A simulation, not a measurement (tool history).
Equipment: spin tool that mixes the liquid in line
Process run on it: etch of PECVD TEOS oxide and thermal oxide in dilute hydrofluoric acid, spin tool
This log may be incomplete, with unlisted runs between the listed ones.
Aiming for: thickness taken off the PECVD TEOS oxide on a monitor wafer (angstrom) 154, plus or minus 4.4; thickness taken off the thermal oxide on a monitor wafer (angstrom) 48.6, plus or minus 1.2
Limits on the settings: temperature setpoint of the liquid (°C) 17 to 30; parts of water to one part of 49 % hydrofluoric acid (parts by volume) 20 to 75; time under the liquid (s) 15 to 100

| run | hour | temperature setpoint of the liquid (°C) | parts of water to one part of 49 % hydrofluoric acid (parts by volume) | time under the liquid (s) | thickness taken off the PECVD TEOS oxide on a monitor wafer (angstrom) | thickness taken off the thermal oxide on a monitor wafer (angstrom) |
|---|---|---|---|---|---|---|
| 1 | 0 | 22 | 45 | 50 | 170.62 | 54.129 |
| 2 | 8.5 | 21.5 | 45 | 50 | 164.85 | 52.779 |
| 3 | 12.5 | 21 | 45 | 50 | 163.93 | 51.697 |
| 4 | 13.8 | 21 | 35 | 50 | 212.22 | 67.396 |
| 5 | 22.6 | 21 | 35 | 30 | 128.59 | 40.919 |
| 6 | 29.7 | 22 | 35 | 30 | 134.13 | 41.762 |
| 7 | 31.4 | 22.5 | 35 | 30 | 137.16 | 42.75 |
| 8 | 34.9 | 26 | 35 | 30 | 158.75 | 49.17 |

Of the 4 settings listed for the next run, only one would bring every result within its allowed miss of target. Which one?
| A | 38.4 | 30 | 30 | 20 | ? | ? |
| B | 38.4 | 30 | 20 | 15 | ? | ? |
| C | 38.4 | 26.5 | 45 | 40 | ? | ? |
| D | 38.4 | 22 | 45 | 45 | ? | ? |

| move | thickness taken off the PECVD TEOS oxide on a monitor wafer (angstrom) | thickness taken off the thermal oxide on a monitor wafer (angstrom) |
|---|---|---|
| A | 145.56 | 46.437 |
| B | 166.41 | 53.087 |
| C | 164.83 | 52.583 |
| D | 154.02 | 49.136 |
A: the result that was furthest off in the last run now lies on the other side of its target
B: moves away from the targets compared with the last run
C: moves away from the targets compared with the last run
D: every result within its allowed miss
The move that meets every target is D.
